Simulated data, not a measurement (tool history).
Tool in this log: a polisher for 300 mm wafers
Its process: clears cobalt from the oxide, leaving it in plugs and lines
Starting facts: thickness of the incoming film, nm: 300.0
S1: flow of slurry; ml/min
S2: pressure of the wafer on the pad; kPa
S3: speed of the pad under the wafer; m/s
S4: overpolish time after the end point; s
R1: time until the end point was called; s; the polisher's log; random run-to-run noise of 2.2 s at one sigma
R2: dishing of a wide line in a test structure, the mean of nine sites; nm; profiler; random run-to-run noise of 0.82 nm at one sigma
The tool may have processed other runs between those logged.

run,hour,S1,S2,S3,S4,R1,R2
1,0.0,270,9.7,0.84,27,86.369,55.518
2,8.8,225,9.7,0.84,27,87.089,51.448
3,12.4,175,9.7,0.84,27,89.466,52.038
4,18.7,225,9.7,0.84,27,88.666,51.218
5,22.9,225,8.3,0.82,28,102.940,50.153
6,27.4,160,8.3,0.82,28,106.560,49.067
7,34.5,160,6.9,0.80,28,133.960,43.329
8,40.5,160,6.2,0.80,29,144.600,41.482
9,47.6,160,4.1,0.78,36,220.240,36.726
10,49.2,160,5.5,0.78,35,165.520,44.262
11,52.4,160,5.5,0.78,34,161.400,43.103
12,54.9,160,4.8,0.78,34,189.340,38.389

Predict the results of run 13:
13,62.2,160,5.5,0.78,35,?,?

{"run 13": {"R1": 165.59, "R2": 43.537}}
